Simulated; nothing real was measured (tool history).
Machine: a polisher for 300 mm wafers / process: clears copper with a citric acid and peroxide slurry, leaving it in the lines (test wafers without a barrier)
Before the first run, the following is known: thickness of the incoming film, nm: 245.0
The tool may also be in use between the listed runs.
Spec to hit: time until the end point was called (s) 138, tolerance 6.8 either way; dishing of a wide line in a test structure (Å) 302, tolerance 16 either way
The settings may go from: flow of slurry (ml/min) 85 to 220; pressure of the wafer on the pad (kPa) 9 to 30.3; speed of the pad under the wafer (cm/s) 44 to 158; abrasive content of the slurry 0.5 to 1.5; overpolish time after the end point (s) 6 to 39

| run | day | flow of slurry (ml/min) | pressure of the wafer on the pad (kPa) | speed of the pad under the wafer (cm/s) | abrasive content of the slurry | overpolish time after the end point (s) | time until the end point was called (s) | dishing of a wide line in a test structure (Å) |
|---|---|---|---|---|---|---|---|---|
| 1 | 0 | 140 | 19.3 | 100 | 1 | 20 | 105.91 | 320.19 |
| 2 | 0.229 | 140 | 19.3 | 114 | 1 | 20 | 97.641 | 353.47 |
| 3 | 0.442 | 140 | 18.6 | 114 | 1 | 20 | 100.19 | 339.42 |
| 4 | 0.554 | 140 | 18.6 | 114 | 1.1 | 20 | 98.396 | 344.23 |
| 5 | 0.875 | 140 | 15.9 | 114 | 1.1 | 20 | 109.21 | 309.8 |
| 6 | 1.196 | 140 | 15.2 | 114 | 1.1 | 20 | 114.5 | 301.52 |
| 7 | 1.442 | 125 | 13.1 | 114 | 1.1 | 22 | 130.56 | 283.52 |
| 8 | 1.796 | 120 | 13.1 | 114 | 1.1 | 24 | 131.14 | 306.51 |

Of the 4 settings listed for the next run, only one would bring every result within its allowed miss of target. Which one?
| A | 2.15 | 125 | 15.9 | 106 | 1.15 | 21 | ? | ? |
| B | 2.15 | 100 | 15.2 | 98 | 1 | 24 | ? | ? |
| C | 2.15 | 135 | 14.5 | 106 | 0.95 | 26 | ? | ? |
| D | 2.15 | 90 | 17.9 | 100 | 1 | 24 | ? | ? |

| move | time until the end point was called (s) | dishing of a wide line in a test structure (Å) |
|---|---|---|
| A | 119.9 | 306.8 |
| B | 141.18 | 298.39 |
| C | 131 | 341.13 |
| D | 126.27 | 331.21 |
A: its largest miss is bigger than the last run's
B: all results in spec
C: its largest miss is bigger than the last run's
D: its largest miss is bigger than the last run's
B meets every target.
